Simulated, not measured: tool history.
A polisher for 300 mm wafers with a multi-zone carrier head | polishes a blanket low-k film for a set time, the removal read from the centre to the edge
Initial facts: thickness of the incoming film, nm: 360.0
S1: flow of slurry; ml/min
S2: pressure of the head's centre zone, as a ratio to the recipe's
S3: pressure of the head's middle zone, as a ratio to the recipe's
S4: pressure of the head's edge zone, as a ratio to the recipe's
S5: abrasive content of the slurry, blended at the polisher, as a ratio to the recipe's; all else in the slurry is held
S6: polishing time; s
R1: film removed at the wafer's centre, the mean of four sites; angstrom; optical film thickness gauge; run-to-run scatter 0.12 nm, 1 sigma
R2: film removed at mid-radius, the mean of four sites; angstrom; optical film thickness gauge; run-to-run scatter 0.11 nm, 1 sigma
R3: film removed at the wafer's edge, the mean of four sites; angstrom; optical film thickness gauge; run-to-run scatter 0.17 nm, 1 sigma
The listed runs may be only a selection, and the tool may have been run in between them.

Run 1, day 0: S1 185 ml/min, S2 1, S3 1, S4 1, S5 1, S6 32 s. Result: R1 168.01 angstrom, R2 164.77 angstrom, R3 166.98 angstrom.
Run 2, day 0.35: S1 145 ml/min, S2 1, S3 1, S4 1, S5 1, S6 32 s. Result: R1 160.25 angstrom, R2 158.06 angstrom, R3 163.79 angstrom.
Run 3, day 0.571: S1 145 ml/min, S2 1, S3 1, S4 1, S5 0.9, S6 32 s. Result: R1 148.05 angstrom, R2 148.84 angstrom, R3 151.03 angstrom.
Run 4, day 0.912: S1 140 ml/min, S2 1, S3 0.97, S4 0.99, S5 0.9, S6 32 s. Result: R1 143.84 angstrom, R2 141.09 angstrom, R3 148.81 angstrom.
Run 5, day 1: S1 140 ml/min, S2 1.03, S3 0.97, S4 0.99, S5 0.9, S6 32 s. Result: R1 149.96 angstrom, R2 143.27 angstrom, R3 147.28 angstrom.
Run 6, day 1.267: S1 135 ml/min, S2 1.02, S3 0.95, S4 0.98, S5 0.9, S6 32 s. Result: R1 147.34 angstrom, R2 140.24 angstrom, R3 148.74 angstrom.
Run 7, day 1.433: S1 135 ml/min, S2 1.02, S3 0.93, S4 0.97, S5 0.9, S6 32 s. Result: R1 146.04 angstrom, R2 136.92 angstrom, R3 146.64 angstrom.
Run 8, day 1.733: S1 135 ml/min, S2 1.02, S3 0.91, S4 0.96, S5 0.9, S6 32 s. Result: R1 148.74 angstrom, R2 135.23 angstrom, R3 146 angstrom.
Run 9, day 2.029: S1 130 ml/min, S2 1.01, S3 0.9, S4 0.96, S5 0.9, S6 32 s. Result: R1 146.24 angstrom, R2 134.6 angstrom, R3 146.1 angstrom.
Run 10, day 2.154: S1 130 ml/min, S2 1.01, S3 0.89, S4 0.96, S5 0.9, S6 32 s. Result: R1 145.78 angstrom, R2 131.84 angstrom, R3 143.74 angstrom.

For run 11, what comes out?
Run 11, day 2.217: S1 125 ml/min, S2 1, S3 0.88, S4 0.96, S5 0.9, S6 32 s. Result: R1 ?, R2 ?, R3 ?.

Run 11 measured R1 142.39 angstrom, R2 130.32 angstrom, R3 143.45 angstrom.

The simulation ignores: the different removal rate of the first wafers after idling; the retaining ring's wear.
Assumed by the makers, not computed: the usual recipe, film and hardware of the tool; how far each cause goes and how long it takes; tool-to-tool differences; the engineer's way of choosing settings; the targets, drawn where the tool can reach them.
